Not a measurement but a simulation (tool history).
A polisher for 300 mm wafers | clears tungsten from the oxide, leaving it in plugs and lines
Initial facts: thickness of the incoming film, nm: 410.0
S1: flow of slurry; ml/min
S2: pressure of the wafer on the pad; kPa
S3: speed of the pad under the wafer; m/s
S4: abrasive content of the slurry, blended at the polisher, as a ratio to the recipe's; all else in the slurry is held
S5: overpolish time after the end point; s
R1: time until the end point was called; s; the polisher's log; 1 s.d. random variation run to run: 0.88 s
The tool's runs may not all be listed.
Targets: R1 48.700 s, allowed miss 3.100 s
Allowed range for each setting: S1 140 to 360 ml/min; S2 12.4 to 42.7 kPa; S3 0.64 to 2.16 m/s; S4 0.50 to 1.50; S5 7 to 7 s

| run | hour | S1 | S2 | S3 | S4 | S5 | R1 |
|---|---|---|---|---|---|---|---|
| 1 | 0.0 | 230 | 27.6 | 1.40 | 1.00 | 7 | 72.912 |
| 2 | 5.3 | 255 | 27.6 | 1.40 | 1.00 | 7 | 72.380 |
| 3 | 7.0 | 255 | 27.6 | 1.40 | 1.10 | 7 | 70.643 |
| 4 | 11.8 | 255 | 27.6 | 1.40 | 1.10 | 7 | 68.901 |
| 5 | 16.5 | 255 | 29.6 | 1.42 | 1.10 | 7 | 63.463 |
| 6 | 24.1 | 255 | 29.6 | 1.74 | 1.10 | 7 | 56.616 |
| 7 | 26.1 | 255 | 30.3 | 1.74 | 1.10 | 7 | 53.560 |
| 8 | 27.5 | 255 | 31.0 | 1.74 | 1.10 | 7 | 54.980 |

4 next moves are on the table. One of them brings every result within its allowed miss. Which?
| A | 28.9 | 275 | 29.0 | 1.72 | 1.10 | 7 | ? |
| B | 28.9 | 265 | 32.4 | 1.78 | 1.30 | 7 | ? |
| C | 28.9 | 270 | 30.3 | 1.56 | 1.25 | 7 | ? |
| D | 28.9 | 285 | 24.1 | 1.80 | 1.10 | 7 | ? |

| move | R1 |
|---|---|
| A | 56.965 |
| B | 47.810 |
| C | 56.812 |
| D | 65.399 |
A: further off than the last run
B: meets every target
C: further off than the last run
D: further off than the last run
Move B is the one to make.

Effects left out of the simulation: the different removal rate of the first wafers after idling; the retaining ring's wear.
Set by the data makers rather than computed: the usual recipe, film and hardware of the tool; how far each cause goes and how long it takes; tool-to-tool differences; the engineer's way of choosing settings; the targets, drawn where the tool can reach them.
